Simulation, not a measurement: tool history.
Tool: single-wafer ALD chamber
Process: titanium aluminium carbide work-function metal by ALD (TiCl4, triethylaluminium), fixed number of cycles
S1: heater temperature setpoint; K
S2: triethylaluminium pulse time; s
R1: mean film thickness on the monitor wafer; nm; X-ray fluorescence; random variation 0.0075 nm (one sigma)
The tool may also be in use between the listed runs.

| run | hour | S1 | S2 | R1 |
|---|---|---|---|---|
| 1 | 0 | 593.15 | 9.24 | 2.258 |
| 2 | 7.1 | 588.15 | 9.24 | 2.2019 |
| 3 | 8 | 588.15 | 10.87 | 2.2534 |
| 4 | 13.6 | 586.15 | 10.46 | 2.2312 |
| 5 | 16.2 | 580.15 | 10.46 | 2.1486 |
| 6 | 18.3 | 579.15 | 10.23 | 2.1391 |
| 7 | 24 | 578.15 | 9.95 | 2.1179 |
| 8 | 27.8 | 569.15 | 7 | 1.8538 |
| 9 | 30.2 | 570.15 | 7.03 | 1.8629 |
| 10 | 35.5 | 571.15 | 7.06 | 1.8831 |

The next listed run, before its measurement:
| 11 | 39.4 | 572.15 | 7.08 | ? |

R1: 1.891 nm
